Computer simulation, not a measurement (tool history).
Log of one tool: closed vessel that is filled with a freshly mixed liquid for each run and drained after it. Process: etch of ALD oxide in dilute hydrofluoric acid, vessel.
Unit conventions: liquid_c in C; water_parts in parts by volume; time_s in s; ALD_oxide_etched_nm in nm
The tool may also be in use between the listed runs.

run	hour	liquid_c	water_parts	time_s	ALD_oxide_etched_nm
1	0	21	230	845	50.06
2	1.8	21	265	845	42.161
3	8.1	23	265	845	45.182
4	14.4	21	265	845	42.067
5	16.1	23	260	845	46.361
6	23.3	23	260	845	46.24
7	32.3	24.5	260	845	48.894

Run 8 has not been measured yet. What should we expect?
8	40	25.5	260	845	?

ALD_oxide_etched_nm: 50.665 nm
